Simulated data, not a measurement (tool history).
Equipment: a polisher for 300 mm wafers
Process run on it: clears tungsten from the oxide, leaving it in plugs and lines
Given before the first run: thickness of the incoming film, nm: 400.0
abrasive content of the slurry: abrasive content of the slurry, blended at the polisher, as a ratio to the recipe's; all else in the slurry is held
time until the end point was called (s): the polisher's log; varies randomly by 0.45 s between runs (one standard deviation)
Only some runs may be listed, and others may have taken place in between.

run	hour	flow of slurry (ml/min)	pressure of the wafer on the pad (kPa)	speed of the pad under the wafer (m/s)	abrasive content of the slurry	overpolish time after the end point (s)	time until the end point was called (s)
1	0	185	28.3	0.98	1	5	74.941
2	3.1	185	28.3	0.84	1	5	87.161
3	4.1	185	28.3	0.96	1	5	75.908
4	6.4	215	28.3	0.96	1	5	75.491
5	12.9	255	28.3	0.96	1	5	73.257
6	19.6	255	32.4	0.96	1	5	64.722
7	28.3	260	40	1	1	5	51.789

Estimate the outcome of run 8 from the log above:
8	33.5	260	40.7	1.02	1	5	?

{"run 8": {"time until the end point was called (s)": 49.152}}

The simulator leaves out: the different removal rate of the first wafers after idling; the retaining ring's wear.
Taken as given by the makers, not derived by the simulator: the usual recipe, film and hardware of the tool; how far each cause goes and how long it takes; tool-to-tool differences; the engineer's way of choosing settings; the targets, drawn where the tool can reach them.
